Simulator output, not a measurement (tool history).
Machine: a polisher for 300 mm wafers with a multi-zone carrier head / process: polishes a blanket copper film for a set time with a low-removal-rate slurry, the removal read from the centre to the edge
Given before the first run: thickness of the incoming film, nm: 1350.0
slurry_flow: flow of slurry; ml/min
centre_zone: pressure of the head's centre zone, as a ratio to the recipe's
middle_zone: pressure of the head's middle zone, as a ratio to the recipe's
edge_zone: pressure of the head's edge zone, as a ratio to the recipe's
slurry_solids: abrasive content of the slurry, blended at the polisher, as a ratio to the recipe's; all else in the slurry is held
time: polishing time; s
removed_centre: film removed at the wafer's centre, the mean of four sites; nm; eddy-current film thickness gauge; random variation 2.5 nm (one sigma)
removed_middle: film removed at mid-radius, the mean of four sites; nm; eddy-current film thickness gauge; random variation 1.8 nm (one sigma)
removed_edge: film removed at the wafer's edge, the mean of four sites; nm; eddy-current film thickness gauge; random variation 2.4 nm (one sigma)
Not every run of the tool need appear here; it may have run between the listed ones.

{"run": 1, "hour": 0.0, "slurry_flow": 265, "centre_zone": 1.0, "middle_zone": 1.0, "edge_zone": 1.0, "slurry_solids": 1.0, "time": 53, "removed_centre": 157.69, "removed_middle": 160.05, "removed_edge": 162.65}
{"run": 2, "hour": 1.9, "slurry_flow": 265, "centre_zone": 1.0, "middle_zone": 0.95, "edge_zone": 1.0, "slurry_solids": 1.0, "time": 53, "removed_centre": 156.66, "removed_middle": 155.44, "removed_edge": 165.35}
{"run": 3, "hour": 2.8, "slurry_flow": 270, "centre_zone": 1.0, "middle_zone": 0.94, "edge_zone": 1.03, "slurry_solids": 1.1, "time": 56, "removed_centre": 171.72, "removed_middle": 163.84, "removed_edge": 178.98}
{"run": 4, "hour": 10.2, "slurry_flow": 270, "centre_zone": 1.0, "middle_zone": 0.94, "edge_zone": 1.03, "slurry_solids": 1.1, "time": 43, "removed_centre": 130.69, "removed_middle": 127.62, "removed_edge": 139.78}
{"run": 5, "hour": 15.3, "slurry_flow": 270, "centre_zone": 0.98, "middle_zone": 0.93, "edge_zone": 1.06, "slurry_solids": 1.15, "time": 49, "removed_centre": 150.33, "removed_middle": 142.66, "removed_edge": 161.61}
{"run": 6, "hour": 19.6, "slurry_flow": 270, "centre_zone": 0.95, "middle_zone": 0.93, "edge_zone": 1.08, "slurry_solids": 1.2, "time": 53, "removed_centre": 161.08, "removed_middle": 158.82, "removed_edge": 179.38}
{"run": 7, "hour": 25.6, "slurry_flow": 270, "centre_zone": 0.94, "middle_zone": 0.92, "edge_zone": 1.1, "slurry_solids": 1.25, "time": 56, "removed_centre": 168.11, "removed_middle": 169.05, "removed_edge": 190.63}
{"run": 8, "hour": 34.2, "slurry_flow": 275, "centre_zone": 0.94, "middle_zone": 0.91, "edge_zone": 1.12, "slurry_solids": 1.3, "time": 59, "removed_centre": 179.41, "removed_middle": 176.34, "removed_edge": 204.5}
{"run": 9, "hour": 42.4, "slurry_flow": 275, "centre_zone": 0.94, "middle_zone": 0.91, "edge_zone": 1.13, "slurry_solids": 1.35, "time": 61, "removed_centre": 183.99, "removed_middle": 186.15, "removed_edge": 216.8}
{"run": 10, "hour": 45.4, "slurry_flow": 280, "centre_zone": 0.95, "middle_zone": 0.91, "edge_zone": 1.14, "slurry_solids": 1.4, "time": 63, "removed_centre": 194.02, "removed_middle": 194.53, "removed_edge": 225.21}

Forecast run 11:
{"run": 11, "hour": 46.8, "slurry_flow": 280, "centre_zone": 0.95, "middle_zone": 0.9, "edge_zone": 1.15, "slurry_solids": 1.4, "time": 65, "removed_centre": "?", "removed_middle": "?", "removed_edge": "?"}

{"run 11": {"removed_centre": 205.95, "removed_middle": 199.51, "removed_edge": 231.55}}
